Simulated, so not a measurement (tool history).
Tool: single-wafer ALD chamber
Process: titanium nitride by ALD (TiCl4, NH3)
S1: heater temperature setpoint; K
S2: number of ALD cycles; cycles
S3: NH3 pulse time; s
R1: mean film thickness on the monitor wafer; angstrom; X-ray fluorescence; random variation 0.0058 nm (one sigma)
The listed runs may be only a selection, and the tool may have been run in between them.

Run 1, day 0: S1 678.15 K, S2 76 cycles, S3 3.08 s. Result: R1 19.458 angstrom.
Run 2, day 0.154: S1 677.15 K, S2 75 cycles, S3 2.76 s. Result: R1 18.991 angstrom.
Run 3, day 0.412: S1 677.15 K, S2 75 cycles, S3 3.3 s. Result: R1 19.028 angstrom.
Run 4, day 0.646: S1 675.15 K, S2 75 cycles, S3 3.32 s. Result: R1 19.196 angstrom.
Run 5, day 0.671: S1 676.15 K, S2 75 cycles, S3 3.06 s. Result: R1 19.102 angstrom.
Run 6, day 0.725: S1 675.15 K, S2 75 cycles, S3 2.82 s. Result: R1 19.043 angstrom.
Run 7, day 1.046: S1 674.15 K, S2 75 cycles, S3 2.63 s. Result: R1 18.951 angstrom.
Run 8, day 1.317: S1 673.15 K, S2 75 cycles, S3 2.53 s. Result: R1 18.871 angstrom.
Run 9, day 1.508: S1 673.15 K, S2 75 cycles, S3 2.48 s. Result: R1 18.934 angstrom.
Run 10, day 1.833: S1 672.15 K, S2 75 cycles, S3 2.37 s. Result: R1 18.939 angstrom.
Run 11, day 2.192: S1 672.15 K, S2 75 cycles, S3 2.23 s. Result: R1 18.732 angstrom.

Run 12 is up next; what results do you expect?
Run 12, day 2.275: S1 672.15 K, S2 75 cycles, S3 2.22 s. Result: R1 ?.

{"run 12": {"R1": 18.879}}
